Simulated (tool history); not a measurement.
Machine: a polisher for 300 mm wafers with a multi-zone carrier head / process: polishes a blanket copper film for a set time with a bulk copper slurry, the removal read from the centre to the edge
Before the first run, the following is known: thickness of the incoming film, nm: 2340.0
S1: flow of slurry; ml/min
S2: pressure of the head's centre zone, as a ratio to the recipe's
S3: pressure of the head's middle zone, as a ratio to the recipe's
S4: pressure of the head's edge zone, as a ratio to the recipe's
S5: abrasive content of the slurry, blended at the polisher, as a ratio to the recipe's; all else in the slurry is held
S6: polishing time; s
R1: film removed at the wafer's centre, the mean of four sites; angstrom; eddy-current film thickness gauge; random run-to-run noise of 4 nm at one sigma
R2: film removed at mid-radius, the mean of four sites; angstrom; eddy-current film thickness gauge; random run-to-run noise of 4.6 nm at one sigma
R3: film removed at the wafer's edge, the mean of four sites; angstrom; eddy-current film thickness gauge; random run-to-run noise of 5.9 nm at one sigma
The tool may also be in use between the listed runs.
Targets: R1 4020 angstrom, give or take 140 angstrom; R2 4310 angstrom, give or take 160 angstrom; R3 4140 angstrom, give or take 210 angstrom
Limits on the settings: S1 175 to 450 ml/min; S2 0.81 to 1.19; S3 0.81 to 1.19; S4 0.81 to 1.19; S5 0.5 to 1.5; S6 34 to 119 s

| run | hour | S1 | S2 | S3 | S4 | S5 | S6 | R1 | R2 | R3 |
|---|---|---|---|---|---|---|---|---|---|---|
| 1 | 0 | 290 | 1 | 1 | 1 | 1 | 76 | 7091.3 | 7194.1 | 7114.5 |
| 2 | 8.8 | 230 | 1 | 1 | 1 | 1 | 76 | 6794.6 | 6879.9 | 6861 |
| 3 | 12.7 | 225 | 0.99 | 1 | 0.98 | 0.9 | 72 | 6270.2 | 6455.8 | 6312.9 |
| 4 | 19.3 | 225 | 0.99 | 1.07 | 0.98 | 0.9 | 72 | 6168.7 | 6841.6 | 6190.1 |
| 5 | 21.7 | 225 | 0.99 | 1.07 | 0.98 | 1.1 | 72 | 6494.5 | 7006.2 | 6545.6 |
| 6 | 24.3 | 225 | 0.99 | 1.07 | 0.98 | 1.2 | 72 | 6553.7 | 7239 | 6544.4 |
| 7 | 31.7 | 220 | 0.98 | 1.06 | 0.97 | 1.1 | 68 | 6056.6 | 6721.2 | 6050.1 |
| 8 | 36.5 | 215 | 0.97 | 1.04 | 0.97 | 1 | 65 | 5625.9 | 6154.6 | 5748.9 |

Of the 4 settings listed for the next run, only one would bring every result within its allowed miss of target. Which one?
| A | 41.3 | 180 | 1.02 | 1.19 | 0.86 | 0.95 | 46 | ? | ? | ? |
| B | 41.3 | 260 | 0.99 | 1.06 | 1.06 | 0.85 | 46 | ? | ? | ? |
| C | 41.3 | 235 | 0.86 | 1.14 | 0.94 | 0.95 | 48 | ? | ? | ? |
| D | 41.3 | 190 | 0.91 | 0.86 | 1.01 | 0.8 | 54 | ? | ? | ? |

| move | R1 | R2 | R3 |
|---|---|---|---|
| A | 3945.3 | 4623.3 | 3719.5 |
| B | 3986.8 | 4332.3 | 4193.3 |
| C | 3642.8 | 4864.4 | 4180.7 |
| D | 4018.4 | 4020.1 | 4593.6 |
A: closes in on the targets versus the last run, not all within tolerance yet
B: hits every target within its allowed miss
C: closes in on the targets versus the last run, not all within tolerance yet
D: carries the result that was furthest off beyond its target, to the other side
Move B is the one to make.

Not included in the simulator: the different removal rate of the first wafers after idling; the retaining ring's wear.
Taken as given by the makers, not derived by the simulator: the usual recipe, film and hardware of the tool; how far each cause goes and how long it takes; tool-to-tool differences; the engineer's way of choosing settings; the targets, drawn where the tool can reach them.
